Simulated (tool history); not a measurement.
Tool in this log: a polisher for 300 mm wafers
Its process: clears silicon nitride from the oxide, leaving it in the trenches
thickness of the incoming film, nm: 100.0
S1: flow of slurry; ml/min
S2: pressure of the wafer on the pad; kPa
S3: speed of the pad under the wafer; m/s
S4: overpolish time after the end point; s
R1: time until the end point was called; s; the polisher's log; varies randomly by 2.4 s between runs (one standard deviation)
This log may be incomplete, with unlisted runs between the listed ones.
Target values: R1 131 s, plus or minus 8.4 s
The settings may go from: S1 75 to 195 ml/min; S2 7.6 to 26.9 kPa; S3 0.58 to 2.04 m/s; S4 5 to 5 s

| run | hour | S1 | S2 | S3 | S4 | R1 |
|---|---|---|---|---|---|---|
| 1 | 0 | 125 | 17.2 | 1.3 | 5 | 80.706 |
| 2 | 4.3 | 125 | 20 | 1.3 | 5 | 66.359 |
| 3 | 9.6 | 125 | 19.3 | 1.3 | 5 | 69.242 |
| 4 | 12.3 | 125 | 18.6 | 1.3 | 5 | 72.247 |
| 5 | 20.5 | 125 | 17.9 | 1.3 | 5 | 73.542 |
| 6 | 24.4 | 155 | 17.9 | 1.3 | 5 | 72.143 |
| 7 | 31.3 | 155 | 17.2 | 1.3 | 5 | 74.049 |
| 8 | 36.2 | 155 | 16.5 | 1.3 | 5 | 76.23 |
| 9 | 43.9 | 155 | 15.9 | 1.3 | 5 | 82.515 |
| 10 | 47.4 | 155 | 15.2 | 1.3 | 5 | 83.26 |
| 11 | 52.9 | 155 | 14.5 | 1.3 | 5 | 87.331 |
| 12 | 59.5 | 155 | 13.8 | 1.3 | 5 | 91.013 |
| 13 | 67 | 155 | 13.1 | 1.3 | 5 | 98.611 |
| 14 | 73.9 | 150 | 9 | 1.26 | 5 | 142.11 |

Of the 4 settings listed for the next run, only one would bring every result within its allowed miss of target. Which one?
| A | 80.8 | 175 | 8.3 | 1.3 | 5 | ? |
| B | 80.8 | 140 | 12.4 | 1.14 | 5 | ? |
| C | 80.8 | 160 | 9 | 1.4 | 5 | ? |
| D | 80.8 | 150 | 7.6 | 1.38 | 5 | ? |

| move | R1 |
|---|---|
| A | 145.86 |
| B | 116.15 |
| C | 128.32 |
| D | 153.85 |
A: lands further from the targets than the last run did
B: moves the result that the last run missed by most past its target, out the other side
C: in spec on every target
D: lands further from the targets than the last run did
Move C is the one to make.

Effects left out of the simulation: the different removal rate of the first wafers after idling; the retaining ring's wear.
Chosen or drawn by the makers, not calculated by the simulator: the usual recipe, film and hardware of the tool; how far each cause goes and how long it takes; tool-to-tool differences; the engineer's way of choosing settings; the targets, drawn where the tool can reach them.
